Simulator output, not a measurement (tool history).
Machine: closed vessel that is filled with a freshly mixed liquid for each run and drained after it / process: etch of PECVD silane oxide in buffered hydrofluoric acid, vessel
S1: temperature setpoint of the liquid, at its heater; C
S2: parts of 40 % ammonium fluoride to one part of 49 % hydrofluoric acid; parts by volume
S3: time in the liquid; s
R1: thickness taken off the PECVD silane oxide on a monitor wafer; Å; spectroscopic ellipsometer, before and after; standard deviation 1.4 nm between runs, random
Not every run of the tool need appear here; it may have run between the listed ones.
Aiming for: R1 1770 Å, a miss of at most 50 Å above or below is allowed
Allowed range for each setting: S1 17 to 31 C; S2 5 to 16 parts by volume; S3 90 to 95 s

{"run": 1, "hour": 0.0, "S1": 23, "S2": 9.5, "S3": 90, "R1": 2404}
{"run": 2, "hour": 5.8, "S1": 23, "S2": 9.5, "S3": 90, "R1": 2403.3}
{"run": 3, "hour": 8.4, "S1": 23, "S2": 7, "S3": 90, "R1": 3276.2}
{"run": 4, "hour": 11.1, "S1": 24, "S2": 7, "S3": 90, "R1": 3515.6}
{"run": 5, "hour": 13.1, "S1": 24, "S2": 7, "S3": 95, "R1": 3606.7}
{"run": 6, "hour": 19.3, "S1": 24, "S2": 6, "S3": 95, "R1": 4179.4}
{"run": 7, "hour": 27.4, "S1": 22, "S2": 7.5, "S3": 95, "R1": 2979.4}
{"run": 8, "hour": 35.5, "S1": 20.5, "S2": 8, "S3": 95, "R1": 2599.4}
{"run": 9, "hour": 37.5, "S1": 17, "S2": 10.5, "S3": 95, "R1": 1683.7}

Which one of the following 4 next-run settings gets every result inside its allowed miss? There is exactly one.
{"run": "A", "hour": 39.5, "S1": 18, "S2": 10.5, "S3": 95, "R1": "?"}
{"run": "B", "hour": 39.5, "S1": 17, "S2": 11, "S3": 95, "R1": "?"}
{"run": "C", "hour": 39.5, "S1": 20.5, "S2": 13, "S3": 95, "R1": "?"}
{"run": "D", "hour": 39.5, "S1": 18.5, "S2": 11.5, "S3": 95, "R1": "?"}

move=A R1=1770.4
move=B R1=1598.2
move=C R1=1653.9
move=D R1=1666.5
A: meets every target
B: lands further from the targets than the last run did
C: lands further from the targets than the last run did
D: lands further from the targets than the last run did
The right move is A.
